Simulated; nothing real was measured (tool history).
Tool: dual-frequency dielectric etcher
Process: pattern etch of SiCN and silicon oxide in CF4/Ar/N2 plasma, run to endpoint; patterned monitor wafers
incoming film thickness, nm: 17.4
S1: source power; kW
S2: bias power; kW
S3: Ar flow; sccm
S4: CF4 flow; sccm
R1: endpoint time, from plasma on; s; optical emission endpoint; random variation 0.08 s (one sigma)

run  hour    S1     S2   S3  S4      R1
  1     0  0.58  0.093  103  82  16.142
  2   7.8  0.58  0.093  103  74  16.523
  3  15.8  0.62  0.094  103  74  15.505
  4  21.9  0.62  0.094  103  68    15.8
  5  23.8  0.57  0.094  103  68  17.027
  6  28.9  0.61  0.095  103  68  15.676
  7  31.8  0.64  0.095  103  68  15.157

The next listed run, before its measurement:
     37.5  -- Ar flow controller replaced
  8  37.5  0.73  0.097  103  68   ?

Run 8 gave R1 13.252 s.
